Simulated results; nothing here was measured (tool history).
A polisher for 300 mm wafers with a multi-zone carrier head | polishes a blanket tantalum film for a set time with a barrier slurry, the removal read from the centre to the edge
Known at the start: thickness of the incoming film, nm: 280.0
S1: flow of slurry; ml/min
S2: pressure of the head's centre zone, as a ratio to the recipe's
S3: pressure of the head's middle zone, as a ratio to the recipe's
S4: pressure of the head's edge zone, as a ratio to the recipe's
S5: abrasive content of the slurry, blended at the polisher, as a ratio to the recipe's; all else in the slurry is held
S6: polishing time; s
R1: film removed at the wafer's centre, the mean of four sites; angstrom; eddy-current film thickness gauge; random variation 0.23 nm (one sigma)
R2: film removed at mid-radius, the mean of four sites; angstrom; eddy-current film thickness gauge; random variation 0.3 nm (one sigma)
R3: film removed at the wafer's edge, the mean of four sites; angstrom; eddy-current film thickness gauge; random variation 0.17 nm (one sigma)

Run 1, hour 0: S1 250 ml/min, S2 1, S3 1, S4 1, S5 1, S6 45 s. Result: R1 493.45 angstrom, R2 484.95 angstrom, R3 475.85 angstrom.
Run 2, hour 4.4: S1 250 ml/min, S2 1, S3 0.95, S4 1, S5 1, S6 45 s. Result: R1 484.81 angstrom, R2 483.14 angstrom, R3 480.25 angstrom.
Run 3, hour 9.6: S1 240 ml/min, S2 1.03, S3 0.92, S4 0.99, S5 0.85, S6 38 s. Result: R1 402.96 angstrom, R2 374.48 angstrom, R3 379.56 angstrom.
Run 4, hour 14: S1 240 ml/min, S2 1.07, S3 0.92, S4 0.99, S5 0.85, S6 38 s. Result: R1 416.98 angstrom, R2 364.27 angstrom, R3 383.29 angstrom.
Run 5, hour 20.7: S1 300 ml/min, S2 1.07, S3 0.92, S4 0.99, S5 0.85, S6 38 s. Result: R1 429.03 angstrom, R2 384.01 angstrom, R3 389.48 angstrom.
Run 6, hour 26.9: S1 300 ml/min, S2 1.07, S3 0.85, S4 0.99, S5 0.85, S6 38 s. Result: R1 426.84 angstrom, R2 360.88 angstrom, R3 389.4 angstrom.
Run 7, hour 30.5: S1 280 ml/min, S2 1.05, S3 0.84, S4 0.95, S5 0.75, S6 34 s. Result: R1 349.29 angstrom, R2 299.36 angstrom, R3 325.9 angstrom.
Run 8, hour 35.1: S1 280 ml/min, S2 1.05, S3 0.85, S4 0.91, S5 0.7, S6 33 s. Result: R1 340.31 angstrom, R2 288.08 angstrom, R3 301.44 angstrom.
Run 9, hour 43.1: S1 270 ml/min, S2 1.02, S3 0.84, S4 0.88, S5 0.65, S6 32 s. Result: R1 307.47 angstrom, R2 277.8 angstrom, R3 275.47 angstrom.
Run 10, hour 48.9: S1 250 ml/min, S2 1.02, S3 0.83, S4 0.88, S5 0.6, S6 31 s. Result: R1 285.61 angstrom, R2 255.46 angstrom, R3 261.15 angstrom.

The next listed run, before its measurement:
Run 11, hour 51.8: S1 230 ml/min, S2 1.02, S3 0.82, S4 0.87, S5 0.6, S6 31 s. Result: R1 ?, R2 ?, R3 ?.

R1: 279.54 angstrom
R2: 243.77 angstrom
R3: 256.44 angstrom
